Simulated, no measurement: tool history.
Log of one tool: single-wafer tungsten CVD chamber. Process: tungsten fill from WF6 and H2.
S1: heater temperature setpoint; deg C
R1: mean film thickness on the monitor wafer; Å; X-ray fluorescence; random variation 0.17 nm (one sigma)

{"run": 1, "hour": 0.0, "S1": 395, "chamber pressure (mTorr)": 43400, "deposition time (s)": 13.5, "R1": 455.1}
{"run": 2, "hour": 1.7, "S1": 388, "chamber pressure (mTorr)": 43100, "deposition time (s)": 13.5, "R1": 388.82}
{"run": 3, "hour": 5.3, "S1": 384, "chamber pressure (mTorr)": 43000, "deposition time (s)": 13.5, "R1": 353.44}
{"run": 4, "hour": 8.4, "S1": 381, "chamber pressure (mTorr)": 42900, "deposition time (s)": 13.5, "R1": 331.96}
{"run": 5, "hour": 9.9, "S1": 379, "chamber pressure (mTorr)": 42800, "deposition time (s)": 13.5, "R1": 313.89}
{"run": 6, "hour": 17.1, "S1": 373, "chamber pressure (mTorr)": 42800, "deposition time (s)": 13.5, "R1": 271.35}
{"run": 7, "hour": 25.3, "S1": 374, "chamber pressure (mTorr)": 42800, "deposition time (s)": 13.5, "R1": 282.24}

Forecast run 8:
{"run": 8, "hour": 31.4, "S1": 375, "chamber pressure (mTorr)": 42800, "deposition time (s)": 13.5, "R1": "?"}

R1: 287.47 Å
